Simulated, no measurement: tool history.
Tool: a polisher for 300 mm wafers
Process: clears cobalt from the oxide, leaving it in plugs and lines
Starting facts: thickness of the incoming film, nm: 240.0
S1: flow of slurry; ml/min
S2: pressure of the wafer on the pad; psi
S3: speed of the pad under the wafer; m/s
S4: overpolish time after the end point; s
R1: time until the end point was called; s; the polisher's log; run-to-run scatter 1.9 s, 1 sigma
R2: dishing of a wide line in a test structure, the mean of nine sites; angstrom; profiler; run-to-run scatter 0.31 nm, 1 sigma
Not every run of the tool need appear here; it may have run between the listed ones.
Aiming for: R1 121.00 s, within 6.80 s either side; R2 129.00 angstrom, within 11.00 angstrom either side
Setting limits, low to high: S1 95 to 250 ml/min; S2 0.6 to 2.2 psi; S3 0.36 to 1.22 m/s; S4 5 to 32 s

run	day	S1	S2	S3	S4	R1	R2
1	0.000	160	1.4	0.78	16	112.35	320.74
2	0.154	185	1.4	0.78	16	106.21	325.63
3	0.508	200	1.3	0.78	14	113.84	264.82
4	0.588	200	1.0	0.78	14	147.87	226.71
5	0.758	165	1.0	0.78	14	151.30	225.27
6	0.996	165	1.0	0.90	14	134.73	253.35
7	1.033	165	1.0	0.90	14	135.49	254.04
8	1.196	185	1.1	0.82	12	129.33	216.67
9	1.338	195	1.1	0.80	10	131.63	185.95
# day 1.588: slurry nozzle cleaned
10	1.588	205	1.1	0.78	9	129.81	179.16
11	1.788	215	1.1	0.76	8	133.97	156.03
12	2.079	225	1.1	0.76	7	130.30	133.93

Next run, 4 choices. One meets every target within its allowed miss, the rest don't. Which?
A	2.371	250	0.9	0.98	8	?	?
B	2.371	195	1.0	0.82	7	?	?
C	2.371	250	1.4	0.64	6	?	?
D	2.371	225	1.1	0.74	9	?	?

move	R1	R2
A	123.35	162.97
B	136.90	131.88
C	121.89	127.37
D	135.39	166.60
A: puts the biggest miss on target and leaves a different result outside tolerance
B: lands further from the targets than the last run did
C: in spec on every target
D: lands further from the targets than the last run did
C meets every target.
